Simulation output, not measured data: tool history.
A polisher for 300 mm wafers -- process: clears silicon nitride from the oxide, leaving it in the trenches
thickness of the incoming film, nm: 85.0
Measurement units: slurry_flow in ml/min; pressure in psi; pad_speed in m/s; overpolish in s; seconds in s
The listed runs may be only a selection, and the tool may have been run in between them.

{"run": 1, "hour": 0.0, "slurry_flow": 205, "pressure": 2.8, "pad_speed": 1.02, "overpolish": 31, "seconds": 105.38}
{"run": 2, "hour": 8.0, "slurry_flow": 205, "pressure": 3.1, "pad_speed": 1.02, "overpolish": 31, "seconds": 94.753}
{"run": 3, "hour": 13.5, "slurry_flow": 205, "pressure": 3.1, "pad_speed": 1.14, "overpolish": 31, "seconds": 86.249}
{"run": 4, "hour": 17.7, "slurry_flow": 205, "pressure": 3.3, "pad_speed": 1.14, "overpolish": 31, "seconds": 81.851}
{"run": 5, "hour": 24.2, "slurry_flow": 205, "pressure": 3.4, "pad_speed": 1.14, "overpolish": 31, "seconds": 79.058}
{"run": 6, "hour": 28.5, "slurry_flow": 205, "pressure": 3.5, "pad_speed": 1.14, "overpolish": 31, "seconds": 75.599}

Run 7 has not been measured yet. What should we expect?
{"run": 7, "hour": 32.2, "slurry_flow": 205, "pressure": 3.6, "pad_speed": 1.14, "overpolish": 31, "seconds": "?"}

{"run 7": {"seconds": 74.867}}

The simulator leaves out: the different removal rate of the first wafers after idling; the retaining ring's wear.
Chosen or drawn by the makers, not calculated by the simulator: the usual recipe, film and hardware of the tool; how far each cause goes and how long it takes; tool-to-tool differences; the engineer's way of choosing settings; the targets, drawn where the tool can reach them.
